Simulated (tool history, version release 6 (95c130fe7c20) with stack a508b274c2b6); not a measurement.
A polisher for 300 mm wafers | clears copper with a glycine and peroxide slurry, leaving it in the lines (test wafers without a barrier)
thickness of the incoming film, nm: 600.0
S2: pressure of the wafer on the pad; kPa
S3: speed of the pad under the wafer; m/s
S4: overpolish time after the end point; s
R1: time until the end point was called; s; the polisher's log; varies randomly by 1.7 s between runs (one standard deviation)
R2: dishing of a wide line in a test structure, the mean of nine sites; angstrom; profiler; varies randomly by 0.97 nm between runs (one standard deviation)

{"run": 1, "day": 0.0, "flow of slurry (ml/min)": 270, "S2": 15.2, "S3": 0.82, "S4": 15, "R1": 130.27, "R2": 463.94}
{"run": 2, "day": 0.162, "flow of slurry (ml/min)": 270, "S2": 15.2, "S3": 0.82, "S4": 12, "R1": 135.21, "R2": 371.95}
{"run": 3, "day": 0.3, "flow of slurry (ml/min)": 270, "S2": 15.2, "S3": 0.82, "S4": 18, "R1": 133.83, "R2": 527.07}
{"run": 4, "day": 0.529, "flow of slurry (ml/min)": 235, "S2": 15.2, "S3": 0.82, "S4": 18, "R1": 133.6, "R2": 519.54}
{"day": 0.562, "done": "head pressure recalibrated"}
{"run": 5, "day": 0.562, "flow of slurry (ml/min)": 275, "S2": 15.2, "S3": 0.82, "S4": 18, "R1": 144.47, "R2": 499.83}
{"run": 6, "day": 0.796, "flow of slurry (ml/min)": 275, "S2": 16.5, "S3": 0.82, "S4": 19, "R1": 134.37, "R2": 554.05}
{"run": 7, "day": 0.875, "flow of slurry (ml/min)": 280, "S2": 17.2, "S3": 0.84, "S4": 20, "R1": 127.09, "R2": 595.85}
{"run": 8, "day": 1.171, "flow of slurry (ml/min)": 280, "S2": 17.9, "S3": 0.86, "S4": 21, "R1": 121.07, "R2": 664.23}

What will run 9 give?
{"run": 9, "day": 1.225, "flow of slurry (ml/min)": 280, "S2": 18.6, "S3": 0.86, "S4": 21, "R1": "?", "R2": "?"}

R1: 114.35 s
R2: 657.39 angstrom

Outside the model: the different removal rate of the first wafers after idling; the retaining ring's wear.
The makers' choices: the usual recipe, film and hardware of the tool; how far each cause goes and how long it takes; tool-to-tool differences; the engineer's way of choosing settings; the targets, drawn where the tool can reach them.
